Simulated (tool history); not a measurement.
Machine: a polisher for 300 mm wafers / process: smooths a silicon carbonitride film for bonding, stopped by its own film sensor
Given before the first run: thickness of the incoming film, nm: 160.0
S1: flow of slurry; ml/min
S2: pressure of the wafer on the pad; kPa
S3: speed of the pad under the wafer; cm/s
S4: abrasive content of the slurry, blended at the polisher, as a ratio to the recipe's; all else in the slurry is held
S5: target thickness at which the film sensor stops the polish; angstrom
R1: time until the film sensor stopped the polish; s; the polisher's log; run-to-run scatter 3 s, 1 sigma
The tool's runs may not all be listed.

run 1 hour=0.0 | S1=135 S2=11.7 S3=90 S4=1.0 S5=1410 | R1=103.320
run 2 hour=4.4 | S1=135 S2=11.7 S3=90 S4=1.0 S5=1410 | R1=103.400
run 3 hour=12.6 | S1=125 S2=11.7 S3=90 S4=1.0 S5=1410 | R1=104.330
run 4 hour=16.5 | S1=125 S2=11.0 S3=90 S4=1.0 S5=1410 | R1=112.620
run 5 hour=19.7 | S1=125 S2=11.0 S3=112 S4=1.0 S5=1410 | R1=95.377
run 6 hour=20.9 | S1=125 S2=12.4 S3=112 S4=1.0 S5=1410 | R1=86.072
run 7 hour=27.8 | S1=125 S2=9.0 S3=100 S4=1.0 S5=1410 | R1=129.170
run 8 hour=30.2 | S1=125 S2=9.0 S3=100 S4=1.0 S5=1410 | R1=126.710

What does the tool deliver on the next run?
run 9 hour=35.5 | S1=125 S2=6.9 S3=98 S4=1.0 S5=1410 | R1=?

{"run 9": {"R1": 163.81}}

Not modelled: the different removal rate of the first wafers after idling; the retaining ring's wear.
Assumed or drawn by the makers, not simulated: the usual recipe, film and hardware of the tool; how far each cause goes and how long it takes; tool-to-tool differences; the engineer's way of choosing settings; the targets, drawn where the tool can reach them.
